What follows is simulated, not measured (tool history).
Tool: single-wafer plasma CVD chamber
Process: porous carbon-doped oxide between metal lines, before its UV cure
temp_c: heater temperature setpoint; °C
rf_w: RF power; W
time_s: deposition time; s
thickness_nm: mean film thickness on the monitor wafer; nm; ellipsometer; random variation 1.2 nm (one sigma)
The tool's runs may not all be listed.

run 1 hour=0.0 | temp_c=285 rf_w=585 time_s=51.5 | thickness_nm=311.81
run 2 hour=3.2 | temp_c=286 rf_w=585 time_s=51.5 | thickness_nm=308.62
run 3 hour=9.2 | temp_c=286 rf_w=585 time_s=51.5 | thickness_nm=308.93
run 4 hour=11.5 | temp_c=287 rf_w=585 time_s=51.5 | thickness_nm=303.78
run 5 hour=17.0 | temp_c=287 rf_w=585 time_s=53.1 | thickness_nm=313.83
run 6 hour=24.5 | temp_c=288 rf_w=585 time_s=53.1 | thickness_nm=314.51
run 7 hour=28.1 | temp_c=289 rf_w=585 time_s=53.1 | thickness_nm=311.21

Run 8 comes next. What will it give?
-- hour=35.6 RF generator calibrated
run 8 hour=35.6 | temp_c=290 rf_w=585 time_s=53.1 | thickness_nm=?

thickness_nm: 318.65 nm
